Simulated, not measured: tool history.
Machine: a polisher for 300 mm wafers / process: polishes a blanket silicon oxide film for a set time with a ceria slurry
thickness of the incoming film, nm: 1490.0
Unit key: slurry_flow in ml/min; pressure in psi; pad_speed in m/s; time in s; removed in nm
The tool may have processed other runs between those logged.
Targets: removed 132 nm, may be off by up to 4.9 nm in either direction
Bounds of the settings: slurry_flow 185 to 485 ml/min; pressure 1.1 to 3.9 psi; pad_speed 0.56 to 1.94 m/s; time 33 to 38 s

Run 1, hour 0: slurry_flow 310 ml/min, pressure 2.5 psi, pad_speed 1.24 m/s, time 38 s. Result: removed 189.93 nm.
Run 2, hour 6: slurry_flow 310 ml/min, pressure 2.8 psi, pad_speed 1.24 m/s, time 38 s. Result: removed 208.99 nm.
Run 3, hour 13.6: slurry_flow 260 ml/min, pressure 2.8 psi, pad_speed 1.24 m/s, time 38 s. Result: removed 205.63 nm.
Run 4, hour 15.4: slurry_flow 260 ml/min, pressure 2.8 psi, pad_speed 1.24 m/s, time 38 s. Result: removed 203.22 nm.
Run 5, hour 16.1: slurry_flow 255 ml/min, pressure 2.5 psi, pad_speed 1.24 m/s, time 38 s. Result: removed 181.79 nm.
Run 6, hour 23.6: slurry_flow 255 ml/min, pressure 2.5 psi, pad_speed 1 m/s, time 38 s. Result: removed 146.48 nm.
Run 7, hour 28.5: slurry_flow 250 ml/min, pressure 2.4 psi, pad_speed 1 m/s, time 38 s. Result: removed 142.08 nm.
Run 8, hour 32: slurry_flow 245 ml/min, pressure 2.4 psi, pad_speed 1 m/s, time 38 s. Result: removed 142.23 nm.

Which single option among these 5 for the next run brings every result within its allowed miss of target? Just one does.
Run A, hour 35.5: slurry_flow 300 ml/min, pressure 2.5 psi, pad_speed 1.08 m/s, time 34 s. Result: removed ?.
Run B, hour 35.5: slurry_flow 340 ml/min, pressure 2 psi, pad_speed 1.24 m/s, time 37 s. Result: removed ?.
Run C, hour 35.5: slurry_flow 220 ml/min, pressure 2.3 psi, pad_speed 1 m/s, time 34 s. Result: removed ?.
Run D, hour 35.5: slurry_flow 265 ml/min, pressure 2.8 psi, pad_speed 0.92 m/s, time 33 s. Result: removed ?.
Run E, hour 35.5: slurry_flow 270 ml/min, pressure 2.7 psi, pad_speed 1.02 m/s, time 36 s. Result: removed ?.

move  removed
   A   146.64
   B   148.75
   C   120.95
   D   134.35
   E   156.57
A: lands further from the targets than the last run did
B: lands further from the targets than the last run did
C: takes the result that was furthest off past its target
D: meets every target
E: lands further from the targets than the last run did
So the answer is move D, the one that meets all the targets.
